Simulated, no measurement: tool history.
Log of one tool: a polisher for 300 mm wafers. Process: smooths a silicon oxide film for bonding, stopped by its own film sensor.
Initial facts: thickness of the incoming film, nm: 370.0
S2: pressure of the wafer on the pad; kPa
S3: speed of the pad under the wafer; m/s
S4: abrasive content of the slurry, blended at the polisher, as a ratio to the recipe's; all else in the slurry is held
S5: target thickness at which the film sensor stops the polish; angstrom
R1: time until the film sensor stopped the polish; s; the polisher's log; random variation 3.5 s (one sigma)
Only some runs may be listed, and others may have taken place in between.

Run 1, hour 0: flow of slurry (ml/min) 190, S2 18.6 kPa, S3 0.86 m/s, S4 1, S5 2640 angstrom. Result: R1 152.08 s.
Run 2, hour 4.4: flow of slurry (ml/min) 190, S2 17.2 kPa, S3 0.86 m/s, S4 1, S5 2640 angstrom. Result: R1 161.61 s.
Run 3, hour 13.1: flow of slurry (ml/min) 190, S2 15.9 kPa, S3 0.84 m/s, S4 1, S5 2640 angstrom. Result: R1 187.18 s.
Run 4, hour 22: flow of slurry (ml/min) 175, S2 15.9 kPa, S3 0.84 m/s, S4 1, S5 2640 angstrom. Result: R1 186.23 s.
Run 5, hour 26.3: flow of slurry (ml/min) 175, S2 15.2 kPa, S3 0.84 m/s, S4 1, S5 2640 angstrom. Result: R1 195.97 s.
Run 6, hour 30.9: flow of slurry (ml/min) 175, S2 14.5 kPa, S3 0.84 m/s, S4 1, S5 2640 angstrom. Result: R1 206.3 s.

Run 7, settings as shown, results not yet in. Your forecast:
Run 7, hour 39.1: flow of slurry (ml/min) 175, S2 13.8 kPa, S3 0.84 m/s, S4 1, S5 2640 angstrom. Result: R1 ?.

Run 7 gave R1 212.35 s.
